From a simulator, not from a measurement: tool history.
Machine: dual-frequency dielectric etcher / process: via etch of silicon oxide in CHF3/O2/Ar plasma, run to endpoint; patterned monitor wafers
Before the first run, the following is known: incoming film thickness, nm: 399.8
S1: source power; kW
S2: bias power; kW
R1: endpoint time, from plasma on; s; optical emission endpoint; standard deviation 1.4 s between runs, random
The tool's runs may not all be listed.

{"run": 1, "hour": 0.0, "S1": 0.73, "S2": 0.168, "R1": 175.86}
{"run": 2, "hour": 7.7, "S1": 0.64, "S2": 0.168, "R1": 186.58}
{"run": 3, "hour": 14.2, "S1": 0.73, "S2": 0.168, "R1": 181.43}
{"run": 4, "hour": 16.5, "S1": 0.75, "S2": 0.172, "R1": 177.14}
{"run": 5, "hour": 20.7, "S1": 0.75, "S2": 0.2, "R1": 160.43}
{"run": 6, "hour": 28.3, "S1": 0.63, "S2": 0.2, "R1": 175.61}
{"run": 7, "hour": 32.7, "S1": 0.64, "S2": 0.201, "R1": 172.22}
{"run": 8, "hour": 38.9, "S1": 0.65, "S2": 0.202, "R1": 172.21}

For run 9, what comes out?
{"run": 9, "hour": 41.1, "S1": 0.66, "S2": 0.203, "R1": "?"}

{"run 9": {"R1": 173.55}}

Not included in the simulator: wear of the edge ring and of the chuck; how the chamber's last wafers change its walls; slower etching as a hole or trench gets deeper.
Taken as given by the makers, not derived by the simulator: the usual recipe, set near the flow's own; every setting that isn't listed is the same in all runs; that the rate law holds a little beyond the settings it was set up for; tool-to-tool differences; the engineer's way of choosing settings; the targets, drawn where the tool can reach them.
